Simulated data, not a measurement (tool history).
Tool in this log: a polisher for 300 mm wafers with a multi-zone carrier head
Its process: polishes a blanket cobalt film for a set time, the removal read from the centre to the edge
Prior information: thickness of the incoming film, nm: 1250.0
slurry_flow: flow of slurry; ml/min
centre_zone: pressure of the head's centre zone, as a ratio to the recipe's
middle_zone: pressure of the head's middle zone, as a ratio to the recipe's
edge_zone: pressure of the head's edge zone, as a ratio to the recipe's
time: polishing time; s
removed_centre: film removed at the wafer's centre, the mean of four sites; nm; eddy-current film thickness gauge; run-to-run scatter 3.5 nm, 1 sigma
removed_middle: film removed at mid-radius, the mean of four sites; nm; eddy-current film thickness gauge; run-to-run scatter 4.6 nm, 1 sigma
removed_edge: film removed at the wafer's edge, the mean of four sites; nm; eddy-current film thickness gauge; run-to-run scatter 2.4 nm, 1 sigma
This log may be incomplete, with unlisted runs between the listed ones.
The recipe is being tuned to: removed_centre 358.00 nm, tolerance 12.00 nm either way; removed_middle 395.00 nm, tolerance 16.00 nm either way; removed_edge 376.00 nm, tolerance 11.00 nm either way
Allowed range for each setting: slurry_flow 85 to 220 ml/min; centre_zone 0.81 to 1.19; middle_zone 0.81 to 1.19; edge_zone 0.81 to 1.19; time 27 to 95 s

run	hour	slurry_flow	centre_zone	middle_zone	edge_zone	time	removed_centre	removed_middle	removed_edge
1	0.0	140	1.00	1.00	1.00	61	446.63	432.38	432.88
2	6.9	175	1.00	1.00	1.00	61	467.71	450.04	442.52
3	10.1	165	0.97	0.99	0.97	60	440.63	438.24	431.85
4	13.7	190	0.97	0.99	0.97	60	452.52	445.76	434.50
5	15.1	190	0.97	1.04	0.97	60	452.51	464.76	433.62
6	20.5	190	0.94	1.04	0.97	60	441.33	463.02	430.85
7	23.0	180	0.92	1.03	0.95	59	416.64	458.71	420.82
8	30.8	170	0.92	1.01	0.93	58	406.38	428.88	410.27
9	36.2	160	0.91	1.01	0.91	57	394.60	424.57	394.21
10	38.8	150	0.90	1.00	0.90	57	376.98	411.97	385.23
11	46.9	150	0.90	1.00	0.90	57	381.84	406.27	387.42
12	47.6	145	0.89	1.00	0.90	57	375.36	407.74	392.65
13	51.1	145	0.89	1.00	0.90	57	375.23	415.80	391.34
14	58.8	140	0.89	0.99	0.89	57	369.17	404.72	387.53

Exactly one of the 5 candidate moves below puts every result within its allowed miss. Which one?
A	66.5	145	0.85	0.96	0.88	59	?	?	?
B	66.5	135	0.97	1.13	0.88	52	?	?	?
C	66.5	120	0.89	0.93	0.93	59	?	?	?
D	66.5	140	0.96	1.01	0.93	54	?	?	?
E	66.5	130	0.89	1.01	0.89	56	?	?	?

move	removed_centre	removed_middle	removed_edge
A	376.49	409.88	399.68
B	374.36	406.32	348.51
C	379.72	386.65	398.74
D	387.13	387.97	371.67
E	366.59	397.38	375.69
A: the biggest miss grows against the last run
B: takes the biggest miss from the last run beyond its target
C: the biggest miss grows against the last run
D: brings the last run's worst result on target, with another outside its allowed miss
E: meets every target
Answer: E

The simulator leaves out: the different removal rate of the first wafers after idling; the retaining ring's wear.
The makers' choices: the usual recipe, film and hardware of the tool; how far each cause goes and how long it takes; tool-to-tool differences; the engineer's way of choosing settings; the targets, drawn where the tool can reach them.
